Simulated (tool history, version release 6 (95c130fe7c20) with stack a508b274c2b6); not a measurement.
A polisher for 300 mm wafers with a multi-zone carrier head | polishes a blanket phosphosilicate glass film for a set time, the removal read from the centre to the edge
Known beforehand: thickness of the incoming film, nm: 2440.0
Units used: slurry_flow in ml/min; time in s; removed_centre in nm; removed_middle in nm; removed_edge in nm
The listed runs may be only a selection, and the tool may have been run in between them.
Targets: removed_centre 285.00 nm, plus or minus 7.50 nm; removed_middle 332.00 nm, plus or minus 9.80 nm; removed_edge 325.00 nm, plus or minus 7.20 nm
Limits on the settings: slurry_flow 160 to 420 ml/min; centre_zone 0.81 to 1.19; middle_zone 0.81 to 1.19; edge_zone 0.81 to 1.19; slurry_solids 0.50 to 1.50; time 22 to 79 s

run	day	slurry_flow	centre_zone	middle_zone	edge_zone	slurry_solids	time	removed_centre	removed_middle	removed_edge
1	0.000	270	1.00	1.00	1.00	1.00	50	459.14	481.42	476.70
2	0.050	260	0.96	0.98	0.96	0.85	49	403.39	442.09	423.33
3	0.312	260	0.96	0.92	0.96	0.85	49	399.56	417.24	425.74
4	0.625	250	0.93	0.90	0.93	0.75	49	368.60	389.54	400.89
5	0.717	250	0.93	0.90	0.99	0.75	49	371.48	390.60	412.01
6	1.042	245	0.91	0.90	0.95	0.70	48	343.20	373.84	385.20
7	1.067	240	0.90	0.90	0.92	0.65	48	333.28	357.80	369.56
8	1.271	230	0.88	0.91	0.89	0.60	48	316.90	350.33	351.71
9	1.304	220	0.86	0.91	0.87	0.60	48	300.64	348.67	344.42
10	1.617	210	0.86	0.90	0.85	0.60	48	304.53	341.47	340.81
11	1.804	205	0.85	0.90	0.84	0.60	48	300.75	342.09	343.95
12	2.058	205	0.84	0.92	0.81	0.50	48	273.49	330.08	315.10
13	2.254	210	0.84	0.92	0.82	0.50	48	275.74	328.83	316.38

4 candidate next runs follow, results not yet known. Just one meets every target within its allowed miss. Identify it.
A	2.450	275	0.87	0.93	0.87	0.50	44	?	?	?
B	2.450	230	0.84	0.90	0.81	0.50	49	?	?	?
C	2.450	250	0.81	0.93	0.96	0.60	43	?	?	?
D	2.450	210	0.82	0.96	0.86	0.65	42	?	?	?

move	removed_centre	removed_middle	removed_edge
A	272.68	314.69	303.25
B	285.64	333.83	322.07
C	261.27	324.54	327.60
D	258.66	326.28	307.73
A: further off than the last run
B: meets every target
C: further off than the last run
D: further off than the last run
B meets every target.

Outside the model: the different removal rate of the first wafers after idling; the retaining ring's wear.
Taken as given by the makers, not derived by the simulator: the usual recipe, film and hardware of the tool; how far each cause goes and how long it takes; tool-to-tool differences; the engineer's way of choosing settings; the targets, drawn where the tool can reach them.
